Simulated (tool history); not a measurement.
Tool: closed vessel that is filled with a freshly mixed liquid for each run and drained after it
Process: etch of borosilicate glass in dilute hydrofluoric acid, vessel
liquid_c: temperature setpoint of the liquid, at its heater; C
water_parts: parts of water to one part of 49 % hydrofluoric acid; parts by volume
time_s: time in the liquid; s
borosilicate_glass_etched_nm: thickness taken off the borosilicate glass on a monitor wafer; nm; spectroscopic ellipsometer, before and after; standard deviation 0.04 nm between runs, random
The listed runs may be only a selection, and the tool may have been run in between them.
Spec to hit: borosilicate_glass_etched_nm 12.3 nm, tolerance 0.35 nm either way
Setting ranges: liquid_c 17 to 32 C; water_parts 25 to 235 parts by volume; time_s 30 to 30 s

run  hour  liquid_c  water_parts  time_s  borosilicate_glass_etched_nm
  1     0        24          130      30                        9.8141
  2   5.6        24          130      30                        9.7853
  3  10.1      25.5          130      30                        10.358
  4  13.8      25.5           85      30                        16.714
  5  21.6      25.5           55      30                        27.074
  6  22.8        28           55      30                        29.812
  7    30        25           65      30                        22.182
  8  35.7        21           80      30                        15.011
  9  36.7        20           80      30                         14.39
 10  43.3        19           80      30                        13.775
 11  50.6      18.5           80      30                        13.564
 12  51.6        18           80      30                        13.236
 13  59.8      17.5           80      30                        12.976
 14  65.9        17           80      30                        12.679
     66.7  -- thermometer replaced
 15  66.7        17           85      30                        11.312
 16  73.1      17.5           85      30                        11.497
 17  77.3        18           85      30                        11.753

Below are 4 possible settings for the next run. Only one of them brings all results inside the allowed miss of their targets. Which is it?
  A  81.5      17.5           85      30                             ?
  B  81.5        17           85      30                             ?
  C  81.5      17.5           80      30                             ?
  D  81.5      20.5           85      30                             ?

move  borosilicate_glass_etched_nm
   A                        11.603
   B                         11.36
   C                        12.395
   D                        13.155
A: misses by more than the last run did
B: misses by more than the last run did
C: all results land within tolerance of their targets
D: carries the result that was furthest off beyond its target, to the other side
The right move is C.

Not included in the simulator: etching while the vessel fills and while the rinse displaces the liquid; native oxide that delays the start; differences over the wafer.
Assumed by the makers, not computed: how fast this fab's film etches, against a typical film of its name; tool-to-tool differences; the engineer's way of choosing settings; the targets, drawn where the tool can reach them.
